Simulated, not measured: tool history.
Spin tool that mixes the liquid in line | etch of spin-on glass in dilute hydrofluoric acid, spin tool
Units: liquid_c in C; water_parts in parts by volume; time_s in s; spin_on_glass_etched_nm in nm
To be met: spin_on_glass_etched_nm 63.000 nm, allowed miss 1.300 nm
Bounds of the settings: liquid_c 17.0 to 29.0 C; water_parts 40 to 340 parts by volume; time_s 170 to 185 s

run  hour  liquid_c  water_parts  time_s  spin_on_glass_etched_nm
  1   0.0      21.0          190     170                   27.562
  2   8.3      23.0          170     170                   33.605
  3   9.8      20.0          170     170                   29.739
  4  13.4      22.0          155     170                   36.256
  5  16.9      23.5          145     170                   41.508
  6  23.8      23.5          170     170                   34.764
  7  27.3      25.0          155     170                   40.693
  8  28.5      26.0          145     170                   45.420
  9  31.3      29.0          105     170                   74.293
 10  39.0      28.0          105     170                   71.188
 11  47.0      27.5          105     170                   69.842

Which of these 5 next moves meets every target?
  A  55.0      28.0          125     175                        ?
  B  55.0      29.0          105     185                        ?
  C  55.0      26.5          110     180                        ?
  D  55.0      29.0          130     185                        ?
  E  55.0      29.0          125     170                        ?

move  spin_on_glass_etched_nm
   A                   60.026
   B                   80.554
   C                   67.576
   D                   62.913
   E                   60.524
A: takes the result that was furthest off past its target
B: further off than the last run
C: nearer than the last run, and not there yet
D: meets every target
E: takes the result that was furthest off past its target
Move D is the one to make.
